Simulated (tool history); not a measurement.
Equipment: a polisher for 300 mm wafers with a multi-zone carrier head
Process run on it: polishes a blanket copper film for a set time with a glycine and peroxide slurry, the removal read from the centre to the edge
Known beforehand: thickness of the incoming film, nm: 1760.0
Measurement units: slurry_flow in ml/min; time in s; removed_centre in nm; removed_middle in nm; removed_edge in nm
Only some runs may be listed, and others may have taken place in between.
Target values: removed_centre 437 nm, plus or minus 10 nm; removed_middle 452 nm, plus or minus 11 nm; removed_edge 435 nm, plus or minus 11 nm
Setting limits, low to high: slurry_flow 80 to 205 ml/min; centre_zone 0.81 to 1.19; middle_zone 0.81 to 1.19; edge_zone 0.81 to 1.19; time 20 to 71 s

run  hour  slurry_flow  centre_zone  middle_zone  edge_zone  time  removed_centre  removed_middle  removed_edge
  1     0          135            1            1          1    45          369.48          368.67        357.27
  2   7.5          150         1.01         1.02       1.05    46          389.06          395.11        383.47
  3  10.2          150         1.01         1.02       1.05    36          301.43          308.51        299.88
  4  12.3          160         1.03         1.04       1.08    39          343.29          342.03        335.11
  5  16.4          160         1.03         1.04       1.14    39          342.48          345.47        343.08
  6  17.2          160         1.03         1.08       1.14    39           344.4          355.37        344.51
  7  18.7          165         1.03         1.09       1.15    41          365.24          378.15        367.21
  8  24.2          170         1.03          1.1       1.16    42          374.21          391.13        374.57
  9    27          170         1.03          1.1       1.17    44          387.16          415.22        399.92
 10  28.4          175         1.04          1.1       1.18    44          398.17          416.58        399.28
 11  35.4          175         1.04          1.1       1.18    45           406.3           424.8         411.8

Exercise: of the 5 proposed moves below, exactly one satisfies all targets within the stated allowed misses. Which move is it?
  A  42.4          185         1.03         1.09       1.14    48               ?               ?             ?
  B  42.4          170         1.04          1.1       1.16    46               ?               ?             ?
  C  42.4          175         1.11         1.11       1.16    45               ?               ?             ?
  D  42.4          170         0.97         1.12       1.17    46               ?               ?             ?
  E  42.4          180         1.06         1.05       1.19    47               ?               ?             ?

move  removed_centre  removed_middle  removed_edge
   A          429.57          450.72        433.37
   B          409.04          429.06        414.57
   C          429.77             425        407.03
   D          381.36          435.89        416.32
   E          430.65          425.45         432.7
A: every result lands within tolerance
B: closes in on the targets versus the last run, not all within tolerance yet
C: puts the biggest miss on target and leaves a different result outside tolerance
D: the biggest miss grows against the last run
E: puts the biggest miss on target and leaves a different result outside tolerance
The right move is A.

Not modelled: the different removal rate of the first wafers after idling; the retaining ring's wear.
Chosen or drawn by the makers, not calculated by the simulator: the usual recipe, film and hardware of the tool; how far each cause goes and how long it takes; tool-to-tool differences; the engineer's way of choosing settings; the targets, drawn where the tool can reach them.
